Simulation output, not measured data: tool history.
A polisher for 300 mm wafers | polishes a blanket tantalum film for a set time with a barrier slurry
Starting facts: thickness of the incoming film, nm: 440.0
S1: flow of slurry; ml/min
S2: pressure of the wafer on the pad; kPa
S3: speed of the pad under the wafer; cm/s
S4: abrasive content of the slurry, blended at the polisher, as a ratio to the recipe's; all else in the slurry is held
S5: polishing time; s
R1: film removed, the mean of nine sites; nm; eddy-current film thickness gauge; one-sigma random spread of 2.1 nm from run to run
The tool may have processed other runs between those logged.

run	hour	S1	S2	S3	S4	S5	R1
1	0.0	255	10.3	112	1.0	94	143.55
2	1.3	255	10.3	112	1.2	94	148.82
3	6.8	255	11.0	112	1.2	94	160.62
4	12.5	305	11.0	112	1.2	94	161.79
5	13.3	305	11.7	112	1.2	94	174.40
6	18.4	305	12.4	112	1.2	94	179.25

The next listed run, before its measurement:
7	26.1	305	13.1	112	1.2	94	?

R1: 189.61 nm
